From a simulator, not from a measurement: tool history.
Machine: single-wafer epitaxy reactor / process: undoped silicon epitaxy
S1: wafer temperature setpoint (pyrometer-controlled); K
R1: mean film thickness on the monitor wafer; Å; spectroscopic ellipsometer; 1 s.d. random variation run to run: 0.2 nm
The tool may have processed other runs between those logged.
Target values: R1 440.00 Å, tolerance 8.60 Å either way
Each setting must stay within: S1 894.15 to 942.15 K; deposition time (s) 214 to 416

{"run": 1, "hour": 0.0, "S1": 918.15, "deposition time (s)": 315, "R1": 549.99}
{"run": 2, "hour": 1.8, "S1": 914.15, "deposition time (s)": 315, "R1": 514.0}
{"run": 3, "hour": 9.0, "S1": 920.15, "deposition time (s)": 315, "R1": 574.68}
{"run": 4, "hour": 12.5, "S1": 925.15, "deposition time (s)": 315, "R1": 633.9}
{"run": 5, "hour": 15.2, "S1": 929.15, "deposition time (s)": 315, "R1": 686.74}
{"run": 6, "hour": 21.5, "S1": 929.15, "deposition time (s)": 292, "R1": 638.58}
{"run": 7, "hour": 24.0, "S1": 927.15, "deposition time (s)": 292, "R1": 610.92}
{"run": 8, "hour": 31.6, "S1": 925.15, "deposition time (s)": 292, "R1": 587.11}
{"run": 9, "hour": 32.5, "S1": 923.15, "deposition time (s)": 292, "R1": 565.9}
{"run": 10, "hour": 36.1, "S1": 923.15, "deposition time (s)": 292, "R1": 567.36}

Which single option among these 4 for the next run brings every result within its allowed miss of target? Just one does.
{"run": "A", "hour": 39.7, "S1": 931.15, "deposition time (s)": 318, "R1": "?"}
{"run": "B", "hour": 39.7, "S1": 918.15, "deposition time (s)": 253, "R1": "?"}
{"run": "C", "hour": 39.7, "S1": 918.15, "deposition time (s)": 265, "R1": "?"}
{"run": "D", "hour": 39.7, "S1": 927.15, "deposition time (s)": 301, "R1": "?"}

move=A R1=719.92
move=B R1=443.12
move=C R1=464.14
move=D R1=630.13
A: moves away from the targets compared with the last run
B: in spec on every target
C: nearer than the last run, and not there yet
D: moves away from the targets compared with the last run
The move that meets every target is B.
